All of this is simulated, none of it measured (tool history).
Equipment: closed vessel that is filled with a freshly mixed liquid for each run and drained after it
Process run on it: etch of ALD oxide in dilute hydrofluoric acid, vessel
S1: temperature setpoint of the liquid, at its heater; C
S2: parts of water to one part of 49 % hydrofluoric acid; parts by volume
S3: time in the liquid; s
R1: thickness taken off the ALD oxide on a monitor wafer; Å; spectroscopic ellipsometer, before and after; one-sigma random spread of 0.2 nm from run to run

run,hour,S1,S2,S3,R1
1,0.0,26.0,160,85,180.49
2,2.6,27.5,145,85,214.49
3,5.9,27.5,110,85,294.22
4,8.9,25.0,110,85,267.72
5,12.0,25.0,130,85,221.96
6,18.5,26.5,125,85,245.63
7,19.4,28.0,120,85,271.52
8,21.1,29.0,115,85,295.11
9,29.2,33.0,95,85,431.42

Estimate the outcome of run 10 from the log above:
10,33.5,32.5,95,85,?

Run 10 gave R1 417.73 Å.
